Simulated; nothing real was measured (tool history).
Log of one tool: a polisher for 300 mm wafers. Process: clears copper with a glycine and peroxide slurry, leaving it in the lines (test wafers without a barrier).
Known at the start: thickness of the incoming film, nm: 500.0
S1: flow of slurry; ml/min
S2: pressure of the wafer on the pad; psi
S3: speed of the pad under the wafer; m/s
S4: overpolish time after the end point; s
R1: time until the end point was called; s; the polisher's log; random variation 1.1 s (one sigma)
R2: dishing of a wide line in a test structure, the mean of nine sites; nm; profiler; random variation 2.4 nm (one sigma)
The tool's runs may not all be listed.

run  hour   S1   S2    S3  S4      R1      R2
  1     0  230  3.4  0.96  13  74.945  52.935
  2   2.4  230  3.7  0.96  15   71.72  63.913
  3  10.5  275  3.7  0.96  15   69.02  65.899
  4  12.6  275  4.4  0.96  15  59.812  71.556
  5    16  320  4.4  0.96  15  58.747   72.86
  6  22.7  320  4.4  0.96  16  58.591  79.602
  7  23.9  320  4.4  0.96  17  58.376  81.126

Forecast run 8:
  8  26.9  320  4.4  0.96  18   ?   ?

Run 8 gave R1 55.618 s, R2 82.928 nm.
